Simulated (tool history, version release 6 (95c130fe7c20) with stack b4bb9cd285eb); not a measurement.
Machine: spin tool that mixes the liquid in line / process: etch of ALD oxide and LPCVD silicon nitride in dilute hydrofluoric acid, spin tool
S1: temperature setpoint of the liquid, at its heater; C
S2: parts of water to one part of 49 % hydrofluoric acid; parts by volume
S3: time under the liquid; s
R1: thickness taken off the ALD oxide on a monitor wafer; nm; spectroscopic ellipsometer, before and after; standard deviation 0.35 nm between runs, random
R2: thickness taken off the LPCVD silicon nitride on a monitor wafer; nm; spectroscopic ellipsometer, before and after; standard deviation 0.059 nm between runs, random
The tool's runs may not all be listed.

run 1 hour=0.0 | S1=25.0 S2=135 S3=180 | R1=39.806 R2=0.59553
run 2 hour=7.5 | S1=26.5 S2=125 S3=180 | R1=46.355 R2=0.72581
run 3 hour=8.5 | S1=26.5 S2=85 S3=180 | R1=71.814 R2=1.19820
run 4 hour=13.3 | S1=28.0 S2=85 S3=180 | R1=75.753 R2=1.10530
run 5 hour=22.1 | S1=28.5 S2=85 S3=180 | R1=77.685 R2=1.34990
run 6 hour=28.3 | S1=26.0 S2=85 S3=180 | R1=70.141 R2=1.05610
run 7 hour=35.7 | S1=26.5 S2=85 S3=180 | R1=71.436 R2=1.11720
run 8 hour=42.8 | S1=29.5 S2=75 S3=180 | R1=92.653 R2=1.44720
run 9 hour=49.0 | S1=29.0 S2=75 S3=180 | R1=90.646 R2=1.49860

Run 10 comes next. What will it give?
run 10 hour=53.6 | S1=28.5 S2=75 S3=180 | R1=? R2=?

Run 10 produced R1 89.005 nm, R2 1.45340 nm.
